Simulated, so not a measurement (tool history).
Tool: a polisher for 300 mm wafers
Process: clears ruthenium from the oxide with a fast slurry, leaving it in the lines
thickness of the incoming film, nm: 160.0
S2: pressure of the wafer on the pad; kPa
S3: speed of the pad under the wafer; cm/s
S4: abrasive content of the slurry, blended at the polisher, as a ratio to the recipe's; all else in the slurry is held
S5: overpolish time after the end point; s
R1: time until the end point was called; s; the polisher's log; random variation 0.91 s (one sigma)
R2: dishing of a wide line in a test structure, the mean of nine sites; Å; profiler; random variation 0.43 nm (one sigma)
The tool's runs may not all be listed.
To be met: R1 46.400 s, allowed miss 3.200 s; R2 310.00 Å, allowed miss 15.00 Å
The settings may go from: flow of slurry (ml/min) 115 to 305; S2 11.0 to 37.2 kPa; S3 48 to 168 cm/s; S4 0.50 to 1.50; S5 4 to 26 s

{"run": 1, "hour": 0.0, "flow of slurry (ml/min)": 195, "S2": 24.1, "S3": 108, "S4": 1.0, "S5": 13, "R1": 29.45, "R2": 530.29}
{"run": 2, "hour": 5.4, "flow of slurry (ml/min)": 195, "S2": 22.1, "S3": 106, "S4": 1.0, "S5": 12, "R1": 34.328, "R2": 464.71}
{"run": 3, "hour": 14.0, "flow of slurry (ml/min)": 195, "S2": 22.1, "S3": 106, "S4": 1.0, "S5": 9, "R1": 33.175, "R2": 368.34}
{"run": 4, "hour": 17.0, "flow of slurry (ml/min)": 150, "S2": 22.1, "S3": 106, "S4": 1.0, "S5": 9, "R1": 34.664, "R2": 362.32}
{"run": 5, "hour": 21.6, "flow of slurry (ml/min)": 150, "S2": 22.1, "S3": 106, "S4": 0.9, "S5": 9, "R1": 35.973, "R2": 353.89}
{"run": 6, "hour": 30.1, "flow of slurry (ml/min)": 150, "S2": 20.7, "S3": 106, "S4": 0.9, "S5": 9, "R1": 38.856, "R2": 326.76}
{"run": 7, "hour": 32.7, "flow of slurry (ml/min)": 150, "S2": 20.0, "S3": 106, "S4": 0.9, "S5": 9, "R1": 40.038, "R2": 321.78}
{"run": 8, "hour": 37.6, "flow of slurry (ml/min)": 150, "S2": 19.3, "S3": 106, "S4": 0.9, "S5": 9, "R1": 40.972, "R2": 311.64}
{"run": 9, "hour": 41.4, "flow of slurry (ml/min)": 150, "S2": 18.6, "S3": 106, "S4": 0.9, "S5": 9, "R1": 42.066, "R2": 305.05}
{"run": 10, "hour": 42.4, "flow of slurry (ml/min)": 150, "S2": 15.9, "S3": 104, "S4": 0.9, "S5": 11, "R1": 49.662, "R2": 317.29}

5 next moves are on the table. One of them brings every result within its allowed miss. Which?
{"run": "A", "hour": 43.4, "flow of slurry (ml/min)": 145, "S2": 17.9, "S3": 114, "S4": 0.95, "S5": 9, "R1": "?", "R2": "?"}
{"run": "B", "hour": 43.4, "flow of slurry (ml/min)": 120, "S2": 17.9, "S3": 130, "S4": 0.6, "S5": 9, "R1": "?", "R2": "?"}
{"run": "C", "hour": 43.4, "flow of slurry (ml/min)": 165, "S2": 17.2, "S3": 102, "S4": 0.85, "S5": 10, "R1": "?", "R2": "?"}
{"run": "D", "hour": 43.4, "flow of slurry (ml/min)": 130, "S2": 16.5, "S3": 106, "S4": 1.0, "S5": 9, "R1": "?", "R2": "?"}
{"run": "E", "hour": 43.4, "flow of slurry (ml/min)": 140, "S2": 17.9, "S3": 114, "S4": 1.05, "S5": 8, "R1": "?", "R2": "?"}

move=A R1=41.410 R2=309.66
move=B R1=46.516 R2=281.11
move=C R1=46.526 R2=306.83
move=D R1=47.065 R2=278.35
move=E R1=40.361 R2=286.87
A: takes the result that was furthest off past its target
B: brings the result that was furthest off to its target, and leaves another outside
C: meets every target
D: brings the result that was furthest off to its target, and leaves another outside
E: takes the result that was furthest off past its target
The right move is C.
